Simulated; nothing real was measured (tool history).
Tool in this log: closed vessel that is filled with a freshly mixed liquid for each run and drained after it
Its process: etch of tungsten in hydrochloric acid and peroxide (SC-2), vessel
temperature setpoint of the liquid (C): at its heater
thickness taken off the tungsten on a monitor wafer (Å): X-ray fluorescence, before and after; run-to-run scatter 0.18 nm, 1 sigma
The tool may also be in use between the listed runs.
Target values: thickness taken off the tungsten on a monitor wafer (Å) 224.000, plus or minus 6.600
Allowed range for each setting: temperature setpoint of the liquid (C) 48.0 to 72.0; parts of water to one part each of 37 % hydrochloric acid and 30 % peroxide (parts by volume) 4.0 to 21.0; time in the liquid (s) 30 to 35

run,day,temperature setpoint of the liquid (C),parts of water to one part each of 37 % hydrochloric acid and 30 % peroxide (parts by volume),time in the liquid (s),thickness taken off the tungsten on a monitor wafer (Å)
1,0.000,64.0,11.5,35,186.770
2,0.208,64.0,15.0,35,148.480
3,0.317,64.0,18.5,35,123.850
4,0.546,60.0,18.5,35,95.185
5,0.779,63.0,18.0,35,118.520
6,1.058,63.0,19.5,35,108.970
7,1.208,71.0,16.5,35,207.250
8,1.304,71.5,16.5,35,212.000

Of the 5 settings listed for the next run, only one would bring every result within its allowed miss of target. Which one?
A,1.400,69.5,11.5,30,?
B,1.400,63.5,10.0,35,?
C,1.400,71.0,14.5,30,?
D,1.400,71.0,16.5,35,?
E,1.400,71.0,14.0,30,?

move,thickness taken off the tungsten on a monitor wafer (Å)
A,222.230
B,203.050
C,198.660
D,206.710
E,204.870
A: in spec on every target
B: moves away from the targets compared with the last run
C: moves away from the targets compared with the last run
D: moves away from the targets compared with the last run
E: moves away from the targets compared with the last run
Go with A: it meets all targets.

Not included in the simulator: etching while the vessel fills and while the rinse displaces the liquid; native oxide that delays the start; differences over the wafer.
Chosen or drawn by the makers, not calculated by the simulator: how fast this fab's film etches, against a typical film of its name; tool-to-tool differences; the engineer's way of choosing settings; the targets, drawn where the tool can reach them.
